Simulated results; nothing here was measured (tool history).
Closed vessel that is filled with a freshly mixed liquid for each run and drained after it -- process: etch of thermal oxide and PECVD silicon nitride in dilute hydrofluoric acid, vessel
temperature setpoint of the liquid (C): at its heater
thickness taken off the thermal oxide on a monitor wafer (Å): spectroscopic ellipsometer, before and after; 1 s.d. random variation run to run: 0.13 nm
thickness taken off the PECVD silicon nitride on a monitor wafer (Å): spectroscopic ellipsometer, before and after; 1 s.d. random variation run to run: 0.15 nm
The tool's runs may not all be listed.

| run | day | temperature setpoint of the liquid (C) | parts of water to one part of 49 % hydrofluoric acid (parts by volume) | time in the liquid (s) | thickness taken off the thermal oxide on a monitor wafer (Å) | thickness taken off the PECVD silicon nitride on a monitor wafer (Å) |
|---|---|---|---|---|---|---|
| 1 | 0.000 | 25.0 | 140 | 725 | 268.73 | 278.88 |
| 2 | 0.296 | 25.0 | 115 | 725 | 341.10 | 349.01 |
| 3 | 0.608 | 25.0 | 130 | 730 | 296.97 | 305.54 |
| 4 | 0.946 | 25.0 | 130 | 1015 | 411.90 | 431.55 |
| 5 | 1.046 | 24.5 | 145 | 1025 | 355.56 | 377.70 |
| 6 | 1.367 | 24.5 | 145 | 880 | 308.28 | 323.08 |
| 7 | 1.738 | 21.0 | 200 | 990 | 207.87 | 208.74 |
| 8 | 1.933 | 21.0 | 205 | 995 | 202.28 | 208.21 |
| 9 | 2.071 | 21.0 | 210 | 1000 | 198.60 | 203.46 |
| 10 | 2.271 | 21.0 | 215 | 1010 | 195.76 | 201.90 |

What will run 11 give?
| 11 | 2.642 | 21.0 | 220 | 1015 | ? | ? |

{"run 11": {"thickness taken off the thermal oxide on a monitor wafer (Å)": 191.41, "thickness taken off the PECVD silicon nitride on a monitor wafer (Å)": 195.98}}
